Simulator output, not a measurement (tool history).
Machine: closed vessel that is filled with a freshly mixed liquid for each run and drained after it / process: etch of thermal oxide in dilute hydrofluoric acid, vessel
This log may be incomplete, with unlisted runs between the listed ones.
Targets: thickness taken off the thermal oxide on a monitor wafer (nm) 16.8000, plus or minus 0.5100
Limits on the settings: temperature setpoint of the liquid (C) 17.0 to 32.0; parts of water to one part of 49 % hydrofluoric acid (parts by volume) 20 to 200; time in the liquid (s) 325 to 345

run,day,temperature setpoint of the liquid (C),parts of water to one part of 49 % hydrofluoric acid (parts by volume),time in the liquid (s),thickness taken off the thermal oxide on a monitor wafer (nm)
1,0.000,24.0,110,325,14.6980
2,0.179,25.0,110,325,15.3060
3,0.404,25.0,145,325,11.0700
4,0.533,22.5,145,325,10.2550
5,0.742,22.5,145,325,10.0030
6,1.050,21.0,145,325,9.5363
7,1.208,25.0,120,325,13.7100
8,1.271,26.5,120,325,14.5760
9,1.625,27.5,120,325,14.8760
10,1.742,28.5,120,325,15.6540
11,2.067,29.0,120,325,16.0080

Of the 4 settings listed for the next run, only one would bring every result within its allowed miss of target. Which one?
A,2.392,30.0,125,325,?
B,2.392,24.0,105,325,?
C,2.392,30.0,130,335,?
D,2.392,26.5,110,335,?

move,thickness taken off the thermal oxide on a monitor wafer (nm)
A,15.7610
B,15.3190
C,15.5160
D,16.5110
A: the biggest miss grows against the last run
B: the biggest miss grows against the last run
C: the biggest miss grows against the last run
D: all results land within tolerance of their targets
D meets every target.
